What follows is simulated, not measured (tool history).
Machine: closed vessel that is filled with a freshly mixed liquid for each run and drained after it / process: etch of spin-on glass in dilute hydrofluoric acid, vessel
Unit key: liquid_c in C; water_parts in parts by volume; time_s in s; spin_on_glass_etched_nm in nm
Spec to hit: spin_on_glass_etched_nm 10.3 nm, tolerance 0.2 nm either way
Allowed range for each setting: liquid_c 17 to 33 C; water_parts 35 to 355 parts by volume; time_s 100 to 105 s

run 1 hour=0 | liquid_c=25 water_parts=195 time_s=100 | spin_on_glass_etched_nm=11.727
run 2 hour=4.3 | liquid_c=24.5 water_parts=195 time_s=100 | spin_on_glass_etched_nm=11.511
run 3 hour=5.7 | liquid_c=26 water_parts=195 time_s=100 | spin_on_glass_etched_nm=12.184
run 4 hour=12.3 | liquid_c=26 water_parts=195 time_s=105 | spin_on_glass_etched_nm=13.003
run 5 hour=16 | liquid_c=25 water_parts=195 time_s=105 | spin_on_glass_etched_nm=12.405
run 6 hour=22.4 | liquid_c=27.5 water_parts=195 time_s=105 | spin_on_glass_etched_nm=13.504
run 7 hour=31.3 | liquid_c=23.5 water_parts=200 time_s=105 | spin_on_glass_etched_nm=11.491
run 8 hour=37.9 | liquid_c=23 water_parts=200 time_s=105 | spin_on_glass_etched_nm=11.21

Which single option among these 4 for the next run brings every result within its allowed miss of target? Just one does.
run A hour=44.5 | liquid_c=24 water_parts=210 time_s=100 | spin_on_glass_etched_nm=?
run B hour=44.5 | liquid_c=25 water_parts=195 time_s=105 | spin_on_glass_etched_nm=?
run C hour=44.5 | liquid_c=24 water_parts=175 time_s=100 | spin_on_glass_etched_nm=?
run D hour=44.5 | liquid_c=24.5 water_parts=195 time_s=105 | spin_on_glass_etched_nm=?

move=A spin_on_glass_etched_nm=10.469
move=B spin_on_glass_etched_nm=12.482
move=C spin_on_glass_etched_nm=13.049
move=D spin_on_glass_etched_nm=12.254
A: all results in spec
B: moves away from the targets compared with the last run
C: moves away from the targets compared with the last run
D: moves away from the targets compared with the last run
The move that meets every target is A.
